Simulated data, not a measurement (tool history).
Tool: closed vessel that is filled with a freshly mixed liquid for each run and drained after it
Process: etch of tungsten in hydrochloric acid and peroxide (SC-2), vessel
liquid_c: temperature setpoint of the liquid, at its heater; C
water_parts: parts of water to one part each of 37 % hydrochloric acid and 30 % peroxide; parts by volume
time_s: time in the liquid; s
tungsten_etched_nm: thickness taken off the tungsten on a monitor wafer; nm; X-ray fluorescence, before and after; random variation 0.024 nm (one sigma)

{"run": 1, "hour": 0.0, "liquid_c": 46, "water_parts": 6, "time_s": 35, "tungsten_etched_nm": 9.0552}
{"run": 2, "hour": 1.0, "liquid_c": 43, "water_parts": 6, "time_s": 35, "tungsten_etched_nm": 7.3825}
{"run": 3, "hour": 9.4, "liquid_c": 41.5, "water_parts": 6, "time_s": 35, "tungsten_etched_nm": 6.6941}
{"run": 4, "hour": 13.1, "liquid_c": 44.5, "water_parts": 6, "time_s": 35, "tungsten_etched_nm": 8.1799}
{"hour": 15.5, "done": "thermometer replaced"}
{"run": 5, "hour": 15.5, "liquid_c": 42.5, "water_parts": 6, "time_s": 35, "tungsten_etched_nm": 6.5147}
{"run": 6, "hour": 16.7, "liquid_c": 42.5, "water_parts": 5, "time_s": 35, "tungsten_etched_nm": 7.3818}
{"run": 7, "hour": 21.2, "liquid_c": 42.5, "water_parts": 5, "time_s": 35, "tungsten_etched_nm": 7.3879}

Run 8 comes next. What will it give?
{"run": 8, "hour": 29.9, "liquid_c": 41, "water_parts": 5, "time_s": 35, "tungsten_etched_nm": "?"}

tungsten_etched_nm: 6.6673 nm

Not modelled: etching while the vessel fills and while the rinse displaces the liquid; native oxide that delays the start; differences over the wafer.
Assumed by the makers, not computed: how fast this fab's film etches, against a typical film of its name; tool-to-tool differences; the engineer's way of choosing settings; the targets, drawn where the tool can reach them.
